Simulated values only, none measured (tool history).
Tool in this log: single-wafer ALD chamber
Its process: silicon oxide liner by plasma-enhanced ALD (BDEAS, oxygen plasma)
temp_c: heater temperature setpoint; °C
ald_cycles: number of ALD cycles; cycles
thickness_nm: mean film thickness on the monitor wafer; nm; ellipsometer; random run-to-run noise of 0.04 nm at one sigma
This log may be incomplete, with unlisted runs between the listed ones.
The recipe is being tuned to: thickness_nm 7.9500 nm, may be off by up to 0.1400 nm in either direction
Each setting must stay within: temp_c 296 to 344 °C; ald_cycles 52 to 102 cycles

run	hour	temp_c	ald_cycles	thickness_nm
1	0.0	320	77	7.2842
2	2.6	320	78	7.4147
3	11.6	320	79	7.4875
4	18.3	320	80	7.5182
5	21.6	327	80	7.4869
6	22.9	323	80	7.5522
7	27.5	323	81	7.6126
8	28.7	323	81	7.5757
9	34.1	323	82	7.7558

5 next moves are on the table. One of them brings every result within its allowed miss. Which?
A	39.5	323	80	?
B	39.5	328	85	?
C	39.5	323	79	?
D	39.5	322	78	?
E	39.5	322	80	?

move	thickness_nm
A	7.5806
B	8.0032
C	7.4858
D	7.4005
E	7.5902
A: further off than the last run
B: in spec on every target
C: further off than the last run
D: further off than the last run
E: further off than the last run
So the answer is move B, the one that meets all the targets.
